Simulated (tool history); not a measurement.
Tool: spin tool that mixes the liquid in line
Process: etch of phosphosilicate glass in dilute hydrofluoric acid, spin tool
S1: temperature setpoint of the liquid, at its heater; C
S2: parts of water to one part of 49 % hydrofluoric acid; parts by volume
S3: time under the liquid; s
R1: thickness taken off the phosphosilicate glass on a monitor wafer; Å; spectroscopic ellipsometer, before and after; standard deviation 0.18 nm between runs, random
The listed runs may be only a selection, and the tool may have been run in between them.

run    day    S1   S2  S3      R1
  1      0    21  180  55  398.19
  2  0.192    21  180  60  435.22
  3  0.329  22.5  180  60  456.18
  4  0.638    21  210  60  361.73
  5  0.992    21  185  60   420.7
  6  1.275    20  210  60  347.83
  7  1.325    19  225  60  305.64

Estimate the outcome of run 8 from the log above:
  8  1.467  18.5  235  60   ?

{"run 8": {"R1": 289.12}}
